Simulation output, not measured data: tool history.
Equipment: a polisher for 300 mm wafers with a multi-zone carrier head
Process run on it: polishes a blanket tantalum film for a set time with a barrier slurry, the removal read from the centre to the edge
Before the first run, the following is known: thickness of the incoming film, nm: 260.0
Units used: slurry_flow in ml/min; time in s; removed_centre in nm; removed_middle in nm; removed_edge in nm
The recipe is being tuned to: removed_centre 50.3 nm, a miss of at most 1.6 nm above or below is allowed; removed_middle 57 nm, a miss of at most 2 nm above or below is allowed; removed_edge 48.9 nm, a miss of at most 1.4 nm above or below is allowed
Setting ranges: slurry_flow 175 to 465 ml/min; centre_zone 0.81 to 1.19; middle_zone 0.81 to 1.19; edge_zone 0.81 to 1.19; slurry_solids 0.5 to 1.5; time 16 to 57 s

Run 1, hour 0: slurry_flow 295 ml/min, centre_zone 1, middle_zone 1, edge_zone 1, slurry_solids 1, time 36 s. Result: removed_centre 58.627 nm, removed_middle 58.992 nm, removed_edge 57.994 nm.
Run 2, hour 7: slurry_flow 290 ml/min, centre_zone 0.98, middle_zone 1.02, edge_zone 0.95, slurry_solids 0.95, time 36 s. Result: removed_centre 56.802 nm, removed_middle 59.039 nm, removed_edge 55.826 nm.
Run 3, hour 12.5: slurry_flow 220 ml/min, centre_zone 0.98, middle_zone 1.02, edge_zone 0.95, slurry_solids 0.95, time 36 s. Result: removed_centre 55.118 nm, removed_middle 57.329 nm, removed_edge 54.983 nm.
Run 4, hour 13: slurry_flow 220 ml/min, centre_zone 0.98, middle_zone 1.06, edge_zone 0.95, slurry_solids 0.95, time 36 s. Result: removed_centre 54.783 nm, removed_middle 59.416 nm, removed_edge 54.358 nm.
Run 5, hour 20.2: slurry_flow 220 ml/min, centre_zone 0.98, middle_zone 1.14, edge_zone 0.95, slurry_solids 0.95, time 36 s. Result: removed_centre 54.776 nm, removed_middle 61.571 nm, removed_edge 54.468 nm.
Run 6, hour 21: slurry_flow 220 ml/min, centre_zone 0.91, middle_zone 1.14, edge_zone 0.95, slurry_solids 0.95, time 36 s. Result: removed_centre 50.548 nm, removed_middle 61.296 nm, removed_edge 54.707 nm.
Run 7, hour 25.9: slurry_flow 220 ml/min, centre_zone 0.92, middle_zone 1.13, edge_zone 0.92, slurry_solids 0.9, time 36 s. Result: removed_centre 50.324 nm, removed_middle 59.252 nm, removed_edge 52.597 nm.
Run 8, hour 29.1: slurry_flow 220 ml/min, centre_zone 0.92, middle_zone 1.13, edge_zone 0.89, slurry_solids 0.9, time 36 s. Result: removed_centre 50.495 nm, removed_middle 60.226 nm, removed_edge 52.187 nm.
Run 9, hour 29.8: slurry_flow 220 ml/min, centre_zone 0.93, middle_zone 1.12, edge_zone 0.87, slurry_solids 0.85, time 36 s. Result: removed_centre 50.494 nm, removed_middle 58.691 nm, removed_edge 50.992 nm.
Run 10, hour 37.2: slurry_flow 215 ml/min, centre_zone 0.93, middle_zone 1.12, edge_zone 0.86, slurry_solids 0.85, time 36 s. Result: removed_centre 50.131 nm, removed_middle 57.86 nm, removed_edge 50.493 nm.

Which of these 4 next moves meets every target?
Run A, hour 44.6: slurry_flow 325 ml/min, centre_zone 0.89, middle_zone 1.03, edge_zone 0.95, slurry_solids 0.75, time 37 s. Result: removed_centre ?, removed_middle ?, removed_edge ?.
Run B, hour 44.6: slurry_flow 175 ml/min, centre_zone 0.91, middle_zone 1, edge_zone 0.94, slurry_solids 0.8, time 38 s. Result: removed_centre ?, removed_middle ?, removed_edge ?.
Run C, hour 44.6: slurry_flow 180 ml/min, centre_zone 0.96, middle_zone 1.11, edge_zone 0.83, slurry_solids 1.05, time 34 s. Result: removed_centre ?, removed_middle ?, removed_edge ?.
Run D, hour 44.6: slurry_flow 175 ml/min, centre_zone 0.93, middle_zone 1.14, edge_zone 0.97, slurry_solids 1.1, time 34 s. Result: removed_centre ?, removed_middle ?, removed_edge ?.

move  removed_centre  removed_middle  removed_edge
   A          49.334          55.972        53.512
   B          49.138          54.002        53.201
   C          50.495          55.854        48.809
   D          49.332          57.272        52.931
A: the biggest miss grows against the last run
B: the biggest miss grows against the last run
C: hits every target within its allowed miss
D: the biggest miss grows against the last run
Correct choice: C, which meets every target
